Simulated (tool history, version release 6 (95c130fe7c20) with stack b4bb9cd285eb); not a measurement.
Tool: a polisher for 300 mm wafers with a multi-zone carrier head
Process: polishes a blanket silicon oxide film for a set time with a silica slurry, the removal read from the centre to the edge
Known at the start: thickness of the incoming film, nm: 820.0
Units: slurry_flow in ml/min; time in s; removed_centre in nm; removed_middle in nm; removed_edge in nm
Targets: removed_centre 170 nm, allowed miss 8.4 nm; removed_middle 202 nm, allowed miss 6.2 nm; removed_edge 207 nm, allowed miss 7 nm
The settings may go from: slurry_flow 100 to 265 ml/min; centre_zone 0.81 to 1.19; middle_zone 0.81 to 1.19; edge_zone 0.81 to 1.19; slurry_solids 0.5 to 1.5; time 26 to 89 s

{"run": 1, "hour": 0.0, "slurry_flow": 170, "centre_zone": 1, "middle_zone": 1, "edge_zone": 1, "slurry_solids": 1, "time": 57, "removed_centre": 255.15, "removed_middle": 255.51, "removed_edge": 250.56}
{"run": 2, "hour": 3.2, "slurry_flow": 170, "centre_zone": 1, "middle_zone": 1, "edge_zone": 1, "slurry_solids": 0.9, "time": 57, "removed_centre": 243.75, "removed_middle": 246.72, "removed_edge": 244.68}
{"run": 3, "hour": 6.4, "slurry_flow": 160, "centre_zone": 0.96, "middle_zone": 0.99, "edge_zone": 0.98, "slurry_solids": 0.85, "time": 57, "removed_centre": 222.17, "removed_middle": 237.59, "removed_edge": 234.23}
{"run": 4, "hour": 12.6, "slurry_flow": 160, "centre_zone": 1.01, "middle_zone": 0.99, "edge_zone": 0.98, "slurry_solids": 0.85, "time": 57, "removed_centre": 243.81, "removed_middle": 235.49, "removed_edge": 236.26}
{"run": 5, "hour": 13.8, "slurry_flow": 155, "centre_zone": 0.97, "middle_zone": 0.97, "edge_zone": 0.96, "slurry_solids": 0.8, "time": 57, "removed_centre": 215.98, "removed_middle": 223.14, "removed_edge": 224.46}
{"run": 6, "hour": 16.9, "slurry_flow": 145, "centre_zone": 0.94, "middle_zone": 0.96, "edge_zone": 0.95, "slurry_solids": 0.8, "time": 57, "removed_centre": 209.08, "removed_middle": 222.88, "removed_edge": 219.8}
{"run": 7, "hour": 18.9, "slurry_flow": 140, "centre_zone": 0.91, "middle_zone": 0.94, "edge_zone": 0.95, "slurry_solids": 0.8, "time": 57, "removed_centre": 198.62, "removed_middle": 217.86, "removed_edge": 222.43}
{"run": 8, "hour": 21.4, "slurry_flow": 140, "centre_zone": 0.91, "middle_zone": 0.94, "edge_zone": 0.95, "slurry_solids": 0.8, "time": 57, "removed_centre": 201.09, "removed_middle": 212.49, "removed_edge": 221.32}
{"run": 9, "hour": 24.6, "slurry_flow": 135, "centre_zone": 0.89, "middle_zone": 0.94, "edge_zone": 0.94, "slurry_solids": 0.8, "time": 57, "removed_centre": 200.23, "removed_middle": 215.9, "removed_edge": 217.25}
{"run": 10, "hour": 33.5, "slurry_flow": 135, "centre_zone": 0.87, "middle_zone": 0.94, "edge_zone": 0.95, "slurry_solids": 0.75, "time": 57, "removed_centre": 184.35, "removed_middle": 211.72, "removed_edge": 214.56}
{"run": 11, "hour": 35.5, "slurry_flow": 130, "centre_zone": 0.86, "middle_zone": 0.93, "edge_zone": 0.95, "slurry_solids": 0.75, "time": 57, "removed_centre": 181.37, "removed_middle": 208.23, "removed_edge": 215.7}

5 next moves are on the table. One of them brings every result within its allowed miss. Which?
{"run": "A", "hour": 37.5, "slurry_flow": 140, "centre_zone": 0.83, "middle_zone": 1.03, "edge_zone": 0.98, "slurry_solids": 0.7, "time": 56, "removed_centre": "?", "removed_middle": "?", "removed_edge": "?"}
{"run": "B", "hour": 37.5, "slurry_flow": 115, "centre_zone": 0.84, "middle_zone": 0.94, "edge_zone": 0.96, "slurry_solids": 0.55, "time": 65, "removed_centre": "?", "removed_middle": "?", "removed_edge": "?"}
{"run": "C", "hour": 37.5, "slurry_flow": 110, "centre_zone": 0.81, "middle_zone": 0.91, "edge_zone": 1, "slurry_solids": 0.7, "time": 57, "removed_centre": "?", "removed_middle": "?", "removed_edge": "?"}
{"run": "D", "hour": 37.5, "slurry_flow": 120, "centre_zone": 0.83, "middle_zone": 0.98, "edge_zone": 0.86, "slurry_solids": 0.8, "time": 58, "removed_centre": "?", "removed_middle": "?", "removed_edge": "?"}
{"run": "E", "hour": 37.5, "slurry_flow": 195, "centre_zone": 0.96, "middle_zone": 0.9, "edge_zone": 1.06, "slurry_solids": 0.5, "time": 59, "removed_centre": "?", "removed_middle": "?", "removed_edge": "?"}

move=A removed_centre=171.74 removed_middle=215.96 removed_edge=204.99
move=B removed_centre=172.94 removed_middle=203.34 removed_edge=206.48
move=C removed_centre=159.28 removed_middle=190.51 removed_edge=202.39
move=D removed_centre=180.11 removed_middle=220.1 removed_edge=205.73
move=E removed_centre=194.89 removed_middle=191.77 removed_edge=204.16
A: brings the result that was furthest off to its target, and leaves another outside
B: meets every target
C: takes the result that was furthest off past its target
D: further off than the last run
E: further off than the last run
Move B is the one to make.
